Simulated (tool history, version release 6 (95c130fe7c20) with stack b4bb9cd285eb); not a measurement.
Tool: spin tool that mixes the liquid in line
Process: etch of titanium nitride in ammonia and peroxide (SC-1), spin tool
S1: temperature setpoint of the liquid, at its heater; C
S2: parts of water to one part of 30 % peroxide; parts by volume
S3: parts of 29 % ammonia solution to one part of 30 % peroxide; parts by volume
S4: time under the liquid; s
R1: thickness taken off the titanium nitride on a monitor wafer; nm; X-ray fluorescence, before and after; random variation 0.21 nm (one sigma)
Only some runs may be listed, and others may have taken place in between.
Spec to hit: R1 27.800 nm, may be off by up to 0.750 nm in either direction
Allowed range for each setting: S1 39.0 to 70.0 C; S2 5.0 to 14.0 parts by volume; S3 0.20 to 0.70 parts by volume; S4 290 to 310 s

run    day    S1   S2    S3   S4      R1
  1  0.000  55.0  7.5  0.40  290  33.546
  2  0.071  55.0  7.5  0.40  310  36.141
  3  0.417  54.5  7.5  0.40  310  34.977
  4  0.629  54.5  7.5  0.25  310  31.949
  5  0.892  47.5  7.5  0.25  310  19.458
  6  0.942  53.5  7.5  0.25  310  29.822
  7  1.112  53.0  7.5  0.25  310  28.999
  8  1.396  53.0  7.5  0.25  310  28.876

Which single option among these 4 for the next run brings every result within its allowed miss of target? Just one does.
  A  1.679  54.5   7.5  0.20  310   ?
  B  1.679  55.5   9.5  0.20  295   ?
  C  1.679  55.0  10.5  0.35  310   ?
  D  1.679  55.5   8.5  0.20  310   ?

move      R1
   A  30.507
   B  27.434
   C  29.321
   D  30.577
A: the biggest miss grows against the last run
B: all results land within tolerance of their targets
C: the biggest miss grows against the last run
D: the biggest miss grows against the last run
Correct choice: B, which meets every target

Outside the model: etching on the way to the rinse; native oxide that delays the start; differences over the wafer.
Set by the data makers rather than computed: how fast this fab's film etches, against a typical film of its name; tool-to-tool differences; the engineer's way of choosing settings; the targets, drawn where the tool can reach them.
